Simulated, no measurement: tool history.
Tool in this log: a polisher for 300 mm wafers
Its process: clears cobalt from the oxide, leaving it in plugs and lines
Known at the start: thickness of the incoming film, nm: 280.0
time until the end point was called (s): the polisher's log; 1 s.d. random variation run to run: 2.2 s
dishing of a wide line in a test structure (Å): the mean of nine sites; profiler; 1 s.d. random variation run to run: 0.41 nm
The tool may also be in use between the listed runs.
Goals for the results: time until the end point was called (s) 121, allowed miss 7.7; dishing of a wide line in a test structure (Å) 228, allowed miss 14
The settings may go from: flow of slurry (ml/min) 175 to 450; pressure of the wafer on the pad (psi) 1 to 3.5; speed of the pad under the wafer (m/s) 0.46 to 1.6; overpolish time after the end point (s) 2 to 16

run  hour  flow of slurry (ml/min)  pressure of the wafer on the pad (psi)  speed of the pad under the wafer (m/s)  overpolish time after the end point (s)  time until the end point was called (s)  dishing of a wide line in a test structure (Å)
  1     0                      290                                     2.2                                    1.02                                        8                                   54.075                                          266.58
  2     9                      290                                       2                                    0.98                                        9                                   60.753                                          268.49
  3  15.4                      290                                     2.6                                    0.98                                        9                                   47.802                                          303.96
  4  18.5                      290                                     2.4                                    0.94                                        9                                   55.149                                          296.97
  5  27.2                      290                                     2.4                                    1.04                                        9                                   49.104                                          299.13
  6  29.5                      290                                     2.7                                    1.04                                        9                                   46.383                                          320.73
  7  37.8                      290                                     2.7                                    1.04                                        9                                   44.717                                          333.19
  8  43.3                      290                                     2.4                                    0.96                                       10                                   53.323                                          320.92
  9    49                      280                                     1.8                                    0.68                                       13                                   88.983                                             269
 10  52.2                      280                                     1.7                                    0.68                                       13                                   91.712                                          273.33
 11  54.2                      280                                     1.1                                    0.64                                       12                                   121.32                                          205.55

Next run, 5 choices. One meets every target within its allowed miss, the rest don't. Which?
  A  56.2                      230                                       1                                    0.68                                       12                                        ?                                               ?
  B  56.2                      245                                     1.1                                    0.62                                       14                                        ?                                               ?
  C  56.2                      260                                       1                                    0.66                                       11                                        ?                                               ?
  D  56.2                      250                                       1                                    0.66                                       10                                        ?                                               ?
  E  56.2                      335                                       1                                    0.68                                       10                                        ?                                               ?

move  time until the end point was called (s)  dishing of a wide line in a test structure (Å)
   A                                   124.32                                          196.96
   B                                   126.16                                          218.94
   C                                    125.3                                          182.91
   D                                   125.88                                          168.84
   E                                    119.4                                          176.15
A: further off than the last run
B: every result within its allowed miss
C: further off than the last run
D: further off than the last run
E: further off than the last run
B is the move that brings every result within its allowed miss.

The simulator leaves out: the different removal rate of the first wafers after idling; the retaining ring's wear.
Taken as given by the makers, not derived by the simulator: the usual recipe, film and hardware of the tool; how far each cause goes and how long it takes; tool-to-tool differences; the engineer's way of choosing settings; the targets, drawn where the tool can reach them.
